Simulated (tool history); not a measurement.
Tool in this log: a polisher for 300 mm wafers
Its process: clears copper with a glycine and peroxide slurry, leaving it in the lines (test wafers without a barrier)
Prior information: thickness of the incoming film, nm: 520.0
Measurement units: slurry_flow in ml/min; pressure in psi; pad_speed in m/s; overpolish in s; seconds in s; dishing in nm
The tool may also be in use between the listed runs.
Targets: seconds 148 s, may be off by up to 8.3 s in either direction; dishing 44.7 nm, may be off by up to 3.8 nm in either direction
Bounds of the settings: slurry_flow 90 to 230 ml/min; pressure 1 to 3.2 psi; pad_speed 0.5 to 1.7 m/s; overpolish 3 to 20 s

run 1 hour=0 | slurry_flow=150 pressure=2.1 pad_speed=1.1 overpolish=10 | seconds=113.29 dishing=37.57
run 2 hour=2 | slurry_flow=180 pressure=2.1 pad_speed=1.1 overpolish=10 | seconds=108.65 dishing=37.988
run 3 hour=8.4 | slurry_flow=180 pressure=2 pad_speed=1.1 overpolish=11 | seconds=112.7 dishing=39.212
run 4 hour=15.7 | slurry_flow=180 pressure=1.9 pad_speed=1.1 overpolish=12 | seconds=117.04 dishing=41.243
run 5 hour=24.2 | slurry_flow=180 pressure=1.9 pad_speed=1.3 overpolish=12 | seconds=111.08 dishing=44.058
run 6 hour=33.2 | slurry_flow=180 pressure=1.8 pad_speed=1.3 overpolish=12 | seconds=111.91 dishing=42.42
run 7 hour=37.9 | slurry_flow=180 pressure=1.8 pad_speed=1.3 overpolish=12 | seconds=115.17 dishing=43.384
-- hour=45.2 head pressure recalibrated
run 8 hour=45.2 | slurry_flow=180 pressure=1.7 pad_speed=1.3 overpolish=12 | seconds=108.9 dishing=44.559
run 9 hour=48.1 | slurry_flow=180 pressure=1.7 pad_speed=1.22 overpolish=12 | seconds=114.67 dishing=42.491
run 10 hour=51 | slurry_flow=175 pressure=1.6 pad_speed=1.18 overpolish=12 | seconds=121.99 dishing=40.544
run 11 hour=54.3 | slurry_flow=175 pressure=1.1 pad_speed=1.12 overpolish=15 | seconds=161.74 dishing=38.45
run 12 hour=59.4 | slurry_flow=175 pressure=1.2 pad_speed=1.14 overpolish=15 | seconds=150.1 dishing=40.14

Which of these 4 next moves meets every target?
run A hour=64.5 | slurry_flow=205 pressure=1.2 pad_speed=1.02 overpolish=14 | seconds=? dishing=?
run B hour=64.5 | slurry_flow=165 pressure=1.1 pad_speed=1.16 overpolish=14 | seconds=? dishing=?
run C hour=64.5 | slurry_flow=155 pressure=1.3 pad_speed=0.86 overpolish=18 | seconds=? dishing=?
run D hour=64.5 | slurry_flow=180 pressure=1.3 pad_speed=1.02 overpolish=17 | seconds=? dishing=?

move=A seconds=159.44 dishing=37.561
move=B seconds=165.48 dishing=36.173
move=C seconds=167.74 dishing=45.058
move=D seconds=153.54 dishing=46.136
A: moves away from the targets compared with the last run
B: moves away from the targets compared with the last run
C: puts the biggest miss on target and leaves a different result outside tolerance
D: all results land within tolerance of their targets
D meets every target.

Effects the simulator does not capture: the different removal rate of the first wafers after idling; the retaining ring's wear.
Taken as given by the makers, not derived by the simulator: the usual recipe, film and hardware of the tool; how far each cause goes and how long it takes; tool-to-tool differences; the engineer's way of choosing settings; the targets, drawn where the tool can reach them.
